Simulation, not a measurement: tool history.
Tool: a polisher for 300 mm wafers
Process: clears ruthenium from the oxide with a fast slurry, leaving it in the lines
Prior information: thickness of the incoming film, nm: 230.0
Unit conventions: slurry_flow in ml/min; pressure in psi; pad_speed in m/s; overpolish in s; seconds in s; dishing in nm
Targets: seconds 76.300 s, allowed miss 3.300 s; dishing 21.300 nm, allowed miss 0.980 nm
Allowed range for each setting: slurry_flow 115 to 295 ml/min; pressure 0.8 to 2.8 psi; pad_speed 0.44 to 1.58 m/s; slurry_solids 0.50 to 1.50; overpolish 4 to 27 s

run,hour,slurry_flow,pressure,pad_speed,slurry_solids,overpolish,seconds,dishing
1,0.0,190,1.8,1.00,1.00,14,89.120,30.860
2,2.3,190,1.8,1.00,0.85,14,97.111,28.846
3,6.6,195,1.8,1.00,0.85,13,96.026,26.885
4,9.6,220,1.8,1.00,0.85,13,95.232,26.862
5,14.6,245,1.8,1.00,0.85,13,93.295,27.637
6,20.5,245,1.8,0.84,0.85,13,110.310,23.142
7,25.9,245,1.9,0.84,0.85,12,108.160,23.439
8,28.6,250,2.0,0.86,0.85,11,99.819,22.051
9,31.6,250,2.1,0.86,0.85,11,95.836,23.078
10,36.1,250,2.2,0.86,0.85,10,95.069,21.225
11,44.1,250,2.3,0.86,0.85,10,91.793,22.004
12,49.2,250,2.4,0.86,0.85,10,89.748,23.245
13,50.2,260,2.7,0.90,0.85,5,76.188,13.277
14,52.6,260,2.6,0.90,0.85,6,78.199,15.727
15,56.5,250,2.3,1.04,0.85,9,75.895,24.751
16,63.8,245,2.3,1.04,0.85,9,75.740,24.626
17,65.0,240,2.3,1.04,0.85,9,74.033,23.937
18,73.1,235,2.3,1.04,0.85,9,75.301,23.300
19,74.6,230,2.3,1.04,0.85,9,76.963,23.976

Next run, 5 choices. One meets every target within its allowed miss, the rest don't. Which?
A,76.1,185,2.6,0.74,1.15,10,?,?
B,76.1,255,2.0,1.02,0.90,8,?,?
C,76.1,220,2.4,1.00,0.90,8,?,?
D,76.1,285,2.1,0.98,1.10,11,?,?
E,76.1,225,1.9,1.12,0.90,10,?,?

move,seconds,dishing
A,86.389,23.559
B,82.911,19.841
C,74.910,21.839
D,75.256,29.271
E,79.638,25.423
A: lands further from the targets than the last run did
B: the result that was furthest off in the last run now lies on the other side of its target
C: meets every target
D: lands further from the targets than the last run did
E: lands further from the targets than the last run did
Correct choice: C, which meets every target
